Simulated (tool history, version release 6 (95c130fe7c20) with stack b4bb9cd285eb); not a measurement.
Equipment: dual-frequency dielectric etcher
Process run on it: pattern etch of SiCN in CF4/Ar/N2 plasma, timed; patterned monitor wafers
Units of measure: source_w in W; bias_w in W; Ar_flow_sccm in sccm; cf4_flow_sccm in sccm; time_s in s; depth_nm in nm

run  hour  source_w  bias_w  Ar_flow_sccm  cf4_flow_sccm  time_s  depth_nm
  1     0       390      90           132             63    42.5    32.849
  2   3.4       390      90           132             63      39     30.12
  3   9.9       320      90           132             63      39    25.956
  4    17       320      90           132             56      39    25.447
  5  20.3       320      98           132             56      39    27.004
  6  28.4       360      98           132             56      39    29.218
  7  30.7       390      98           132             56      39    30.846
  8  35.4       410      98           132             56      39    32.273

Run 9, settings as shown, results not yet in. Your forecast:
  9  40.7       420      98           132             56      39         ?

depth_nm: 32.955 nm
